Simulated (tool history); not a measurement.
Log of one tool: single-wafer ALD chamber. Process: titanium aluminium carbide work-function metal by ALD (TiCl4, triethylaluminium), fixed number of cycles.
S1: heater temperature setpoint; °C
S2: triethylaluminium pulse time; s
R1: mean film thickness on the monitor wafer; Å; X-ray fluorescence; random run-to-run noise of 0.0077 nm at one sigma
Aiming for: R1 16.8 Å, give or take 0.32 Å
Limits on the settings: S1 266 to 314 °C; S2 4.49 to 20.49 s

{"run": 1, "hour": 0.0, "S1": 290, "S2": 12.49, "R1": 18.409}
{"run": 2, "hour": 6.0, "S1": 290, "S2": 14.88, "R1": 18.53}
{"run": 3, "hour": 14.2, "S1": 286, "S2": 14.56, "R1": 18.287}
{"run": 4, "hour": 17.9, "S1": 293, "S2": 14.56, "R1": 18.812}
{"run": 5, "hour": 21.5, "S1": 288, "S2": 14.07, "R1": 18.464}
{"run": 6, "hour": 23.5, "S1": 284, "S2": 13.19, "R1": 17.961}
{"run": 7, "hour": 25.5, "S1": 281, "S2": 12.9, "R1": 17.824}
{"run": 8, "hour": 28.1, "S1": 278, "S2": 12.58, "R1": 17.544}
{"run": 9, "hour": 29.3, "S1": 278, "S2": 12.58, "R1": 17.588}
{"run": 10, "hour": 34.4, "S1": 276, "S2": 12.33, "R1": 17.395}

Below are 5 possible settings for the next run. Only one of them brings all results inside the allowed miss of their targets. Which is it?
{"run": "A", "hour": 39.5, "S1": 287, "S2": 9.81, "R1": "?"}
{"run": "B", "hour": 39.5, "S1": 279, "S2": 10.38, "R1": "?"}
{"run": "C", "hour": 39.5, "S1": 269, "S2": 11.17, "R1": "?"}
{"run": "D", "hour": 39.5, "S1": 291, "S2": 13.31, "R1": "?"}
{"run": "E", "hour": 39.5, "S1": 266, "S2": 10.04, "R1": "?"}

move=A R1=17.767
move=B R1=17.351
move=C R1=16.795
move=D R1=18.629
move=E R1=16.351
A: lands further from the targets than the last run did
B: closes in on the targets versus the last run, not all within tolerance yet
C: each result inside its tolerance
D: lands further from the targets than the last run did
E: takes the result that was furthest off past its target
The right move is C.

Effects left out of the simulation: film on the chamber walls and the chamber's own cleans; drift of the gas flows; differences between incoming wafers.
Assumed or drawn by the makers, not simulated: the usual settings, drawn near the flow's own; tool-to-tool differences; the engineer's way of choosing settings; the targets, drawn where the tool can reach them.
